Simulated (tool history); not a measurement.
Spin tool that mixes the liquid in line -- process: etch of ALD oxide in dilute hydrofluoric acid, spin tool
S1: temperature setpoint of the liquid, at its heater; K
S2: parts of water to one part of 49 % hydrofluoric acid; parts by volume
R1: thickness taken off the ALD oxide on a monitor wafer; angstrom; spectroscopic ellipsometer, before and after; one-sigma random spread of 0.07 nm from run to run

{"run": 1, "day": 0.0, "S1": 298.15, "S2": 150, "time under the liquid (s)": 105, "R1": 172.52}
{"run": 2, "day": 0.133, "S1": 297.15, "S2": 155, "time under the liquid (s)": 105, "R1": 156.83}
{"run": 3, "day": 0.229, "S1": 294.65, "S2": 155, "time under the liquid (s)": 105, "R1": 144.66}
{"run": 4, "day": 0.375, "S1": 294.15, "S2": 160, "time under the liquid (s)": 105, "R1": 137.23}
{"run": 5, "day": 0.575, "S1": 294.15, "S2": 160, "time under the liquid (s)": 105, "R1": 136.8}
{"run": 6, "day": 0.833, "S1": 294.15, "S2": 160, "time under the liquid (s)": 115, "R1": 150.39}
{"run": 7, "day": 1.067, "S1": 293.65, "S2": 165, "time under the liquid (s)": 115, "R1": 142.11}
{"run": 8, "day": 1.354, "S1": 293.15, "S2": 170, "time under the liquid (s)": 115, "R1": 132.82}

The next listed run, before its measurement:
{"run": 9, "day": 1.45, "S1": 292.65, "S2": 170, "time under the liquid (s)": 115, "R1": "?"}

{"run 9": {"R1": 130.37}}

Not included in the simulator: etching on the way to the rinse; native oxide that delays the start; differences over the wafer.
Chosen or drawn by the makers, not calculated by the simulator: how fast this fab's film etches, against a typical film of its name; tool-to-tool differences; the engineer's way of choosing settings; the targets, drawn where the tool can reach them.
